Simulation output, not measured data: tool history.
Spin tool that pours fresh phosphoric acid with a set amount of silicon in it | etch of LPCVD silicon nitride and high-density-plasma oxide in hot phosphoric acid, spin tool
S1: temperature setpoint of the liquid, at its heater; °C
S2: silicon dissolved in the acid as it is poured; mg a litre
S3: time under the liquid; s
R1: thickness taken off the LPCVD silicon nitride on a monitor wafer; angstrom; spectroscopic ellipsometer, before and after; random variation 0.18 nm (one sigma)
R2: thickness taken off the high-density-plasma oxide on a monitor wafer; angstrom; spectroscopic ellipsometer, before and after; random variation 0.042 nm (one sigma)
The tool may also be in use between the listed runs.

run 1 hour=0 | S1=163 S2=20 S3=180 | R1=157.66 R2=9.9901
run 2 hour=5.3 | S1=163.5 S2=23.5 S3=190 | R1=169.76 R2=10.209
run 3 hour=6 | S1=162 S2=23.5 S3=190 | R1=157.29 R2=8.8329
run 4 hour=8.3 | S1=163 S2=27 S3=200 | R1=176.14 R2=9.0792
run 5 hour=13.2 | S1=165 S2=27 S3=200 | R1=187.49 R2=10.458
run 6 hour=14.7 | S1=165 S2=38 S3=200 | R1=184.83 R2=6.1678
run 7 hour=15.9 | S1=165.5 S2=37.5 S3=205 | R1=193.92 R2=7.1255

Run 8 comes next. What will it give?
run 8 hour=23.7 | S1=166 S2=37.5 S3=210 | R1=? R2=?

R1: 201.89 angstrom
R2: 7.2883 angstrom
